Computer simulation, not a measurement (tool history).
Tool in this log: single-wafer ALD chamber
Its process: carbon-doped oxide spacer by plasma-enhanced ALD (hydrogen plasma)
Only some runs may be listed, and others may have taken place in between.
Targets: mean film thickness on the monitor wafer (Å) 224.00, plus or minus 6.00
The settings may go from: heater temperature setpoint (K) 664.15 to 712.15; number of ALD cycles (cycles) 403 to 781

run	hour	heater temperature setpoint (K)	number of ALD cycles (cycles)	mean film thickness on the monitor wafer (Å)
1	0.0	688.15	592	266.63
2	3.5	688.15	664	302.83
3	12.0	690.15	625	278.89
4	19.6	680.15	625	288.34
# hour 29.3: thermocouple changed; heater temperature recalibrated
5	29.3	682.15	593	276.32
6	39.0	682.15	659	308.35
7	44.9	686.15	624	286.98
8	53.6	689.15	593	271.18
9	61.9	690.15	564	258.66
10	68.3	692.15	543	245.12

Below are 4 possible settings for the next run. Only one of them brings all results inside the allowed miss of their targets. Which is it?
A	74.7	677.15	510	?
B	74.7	669.15	461	?
C	74.7	704.15	490	?
D	74.7	698.15	482	?

move	mean film thickness on the monitor wafer (Å)
A	242.82
B	222.37
C	214.70
D	215.26
A: nearer the targets than the last run, but a result is still out of spec
B: all results in spec
C: pushes the last run's worst result past its target
D: pushes the last run's worst result past its target
Go with B: it meets all targets.
